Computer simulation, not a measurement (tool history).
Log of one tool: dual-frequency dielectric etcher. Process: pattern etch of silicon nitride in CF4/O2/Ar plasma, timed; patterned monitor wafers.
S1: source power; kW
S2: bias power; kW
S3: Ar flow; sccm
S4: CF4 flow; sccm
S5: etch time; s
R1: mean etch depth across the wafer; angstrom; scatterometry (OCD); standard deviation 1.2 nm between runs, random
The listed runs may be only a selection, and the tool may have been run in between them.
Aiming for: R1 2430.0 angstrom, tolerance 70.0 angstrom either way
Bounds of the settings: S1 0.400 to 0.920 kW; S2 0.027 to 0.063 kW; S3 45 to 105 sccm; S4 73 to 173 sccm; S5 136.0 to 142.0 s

run,hour,S1,S2,S3,S4,S5,R1
1,0.0,0.660,0.045,75,123,136.0,2974.8
2,7.3,0.660,0.045,75,123,136.0,2960.6
3,12.3,0.620,0.045,75,123,136.0,2824.8
4,19.8,0.620,0.049,75,123,136.0,2899.3
5,25.6,0.620,0.049,75,123,136.0,2903.7
6,33.7,0.620,0.049,85,123,136.0,2833.9
7,39.8,0.590,0.049,85,123,136.0,2760.3
8,47.6,0.560,0.049,85,123,136.0,2674.1
9,55.1,0.540,0.049,85,123,136.0,2605.1
10,59.8,0.520,0.049,85,123,136.0,2562.7
11,67.2,0.510,0.049,85,123,136.0,2508.0

5 candidate next runs follow, results not yet known. Just one meets every target within its allowed miss. Identify it.
A,74.6,0.520,0.051,83,127,136.0,?
B,74.6,0.470,0.047,88,104,136.0,?
C,74.6,0.440,0.045,77,128,136.0,?
D,74.6,0.470,0.049,84,128,138.5,?
E,74.6,0.540,0.049,85,121,137.5,?

move,R1
A,2577.7
B,2268.7
C,2256.3
D,2431.7
E,2609.4
A: misses by more than the last run did
B: takes the result that was furthest off past its target
C: takes the result that was furthest off past its target
D: hits every target within its allowed miss
E: misses by more than the last run did
Go with D: it meets all targets.

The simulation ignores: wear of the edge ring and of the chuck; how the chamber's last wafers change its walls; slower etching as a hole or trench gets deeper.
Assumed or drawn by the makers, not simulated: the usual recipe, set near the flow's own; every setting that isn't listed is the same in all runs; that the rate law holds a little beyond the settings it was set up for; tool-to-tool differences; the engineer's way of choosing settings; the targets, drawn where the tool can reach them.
